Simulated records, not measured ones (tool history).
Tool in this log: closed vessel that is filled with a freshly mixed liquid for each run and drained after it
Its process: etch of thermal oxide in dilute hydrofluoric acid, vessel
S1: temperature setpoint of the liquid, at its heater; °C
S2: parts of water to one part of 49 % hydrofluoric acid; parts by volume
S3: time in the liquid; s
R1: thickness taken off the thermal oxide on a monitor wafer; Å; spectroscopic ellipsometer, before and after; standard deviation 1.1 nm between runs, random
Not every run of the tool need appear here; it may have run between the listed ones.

run 1 hour=0 | S1=24 S2=130 S3=2215 | R1=871.65
run 2 hour=7.2 | S1=25 S2=125 S3=2215 | R1=941.71
run 3 hour=9.9 | S1=25.5 S2=120 S3=2215 | R1=1017.3
run 4 hour=12.5 | S1=26 S2=120 S3=2215 | R1=1029.5
run 5 hour=14.2 | S1=26 S2=120 S3=2215 | R1=1026.4
run 6 hour=17.9 | S1=26 S2=120 S3=2215 | R1=1019.8
run 7 hour=25.7 | S1=26.5 S2=115 S3=2215 | R1=1108.4
run 8 hour=35.5 | S1=27 S2=115 S3=2215 | R1=1128.3
run 9 hour=44 | S1=27.5 S2=115 S3=2215 | R1=1153.8
run 10 hour=53.6 | S1=28 S2=115 S3=2215 | R1=1162.6
run 11 hour=56 | S1=28.5 S2=115 S3=2215 | R1=1195.3
run 12 hour=64.6 | S1=29 S2=115 S3=2215 | R1=1204.6
-- hour=71 hydrofluoric acid flow meter replaced
run 13 hour=71 | S1=29.5 S2=115 S3=2215 | R1=1111.4
run 14 hour=80.1 | S1=29.5 S2=110 S3=2215 | R1=1170.2
run 15 hour=83.2 | S1=29.5 S2=105 S3=2215 | R1=1237.7
run 16 hour=84.7 | S1=29.5 S2=100 S3=2215 | R1=1316.9

Run 17 has not been measured yet. What should we expect?
run 17 hour=86.6 | S1=29.5 S2=100 S3=2215 | R1=?

{"run 17": {"R1": 1321.7}}

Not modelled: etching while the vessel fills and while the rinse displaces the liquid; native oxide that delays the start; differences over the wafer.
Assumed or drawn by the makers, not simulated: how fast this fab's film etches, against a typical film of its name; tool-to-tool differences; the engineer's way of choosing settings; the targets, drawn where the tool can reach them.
